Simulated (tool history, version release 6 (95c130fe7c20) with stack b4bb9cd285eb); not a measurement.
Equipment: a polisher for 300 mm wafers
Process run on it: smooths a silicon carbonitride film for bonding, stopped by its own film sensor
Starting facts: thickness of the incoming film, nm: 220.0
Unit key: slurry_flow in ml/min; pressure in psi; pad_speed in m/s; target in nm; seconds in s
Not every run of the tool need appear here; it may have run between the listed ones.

{"run": 1, "hour": 0.0, "slurry_flow": 290, "pressure": 1.4, "pad_speed": 0.72, "slurry_solids": 1, "target": 213, "seconds": 48.894}
{"run": 2, "hour": 7.6, "slurry_flow": 290, "pressure": 1.4, "pad_speed": 0.86, "slurry_solids": 1, "target": 213, "seconds": 42.272}
{"run": 3, "hour": 8.7, "slurry_flow": 290, "pressure": 1.3, "pad_speed": 0.86, "slurry_solids": 1, "target": 213, "seconds": 45.449}
{"run": 4, "hour": 10.2, "slurry_flow": 290, "pressure": 1.3, "pad_speed": 0.96, "slurry_solids": 1, "target": 213, "seconds": 41.361}
{"run": 5, "hour": 15.5, "slurry_flow": 290, "pressure": 1.3, "pad_speed": 0.96, "slurry_solids": 1, "target": 213, "seconds": 41.495}
{"run": 6, "hour": 16.4, "slurry_flow": 290, "pressure": 1.2, "pad_speed": 0.96, "slurry_solids": 1, "target": 213, "seconds": 43.342}
{"run": 7, "hour": 22.1, "slurry_flow": 290, "pressure": 1.1, "pad_speed": 0.96, "slurry_solids": 1, "target": 213, "seconds": 46.399}
{"run": 8, "hour": 29.9, "slurry_flow": 290, "pressure": 1, "pad_speed": 0.96, "slurry_solids": 1, "target": 213, "seconds": 49.324}
{"run": 9, "hour": 34.4, "slurry_flow": 290, "pressure": 0.9, "pad_speed": 0.96, "slurry_solids": 1, "target": 213, "seconds": 52.241}

Expected results for the next run?
{"run": 10, "hour": 42.0, "slurry_flow": 290, "pressure": 0.8, "pad_speed": 0.96, "slurry_solids": 1, "target": 213, "seconds": "?"}

Run 10 measured seconds 55.731 s.
